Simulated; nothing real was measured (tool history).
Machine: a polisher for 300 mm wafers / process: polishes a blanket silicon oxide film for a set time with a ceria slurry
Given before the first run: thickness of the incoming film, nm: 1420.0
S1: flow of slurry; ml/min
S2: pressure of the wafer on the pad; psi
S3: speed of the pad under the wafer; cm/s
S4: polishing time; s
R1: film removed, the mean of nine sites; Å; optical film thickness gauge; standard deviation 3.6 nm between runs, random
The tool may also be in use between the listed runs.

| run | hour | S1 | S2 | S3 | S4 | R1 |
|---|---|---|---|---|---|---|
| 1 | 0 | 270 | 2.5 | 134 | 85 | 3383 |
| 2 | 7.8 | 270 | 2.5 | 134 | 85 | 3472.6 |
| 3 | 9.7 | 270 | 2.5 | 134 | 89 | 3605 |
| 4 | 17 | 270 | 3 | 134 | 89 | 4264.7 |
| 5 | 18.8 | 210 | 3 | 134 | 89 | 4087.4 |
| 6 | 25.4 | 265 | 3 | 134 | 89 | 4282.8 |

Run 7 comes next. What will it give?
| 7 | 29.2 | 245 | 2.3 | 128 | 89 | ? |

R1: 3231.9 Å

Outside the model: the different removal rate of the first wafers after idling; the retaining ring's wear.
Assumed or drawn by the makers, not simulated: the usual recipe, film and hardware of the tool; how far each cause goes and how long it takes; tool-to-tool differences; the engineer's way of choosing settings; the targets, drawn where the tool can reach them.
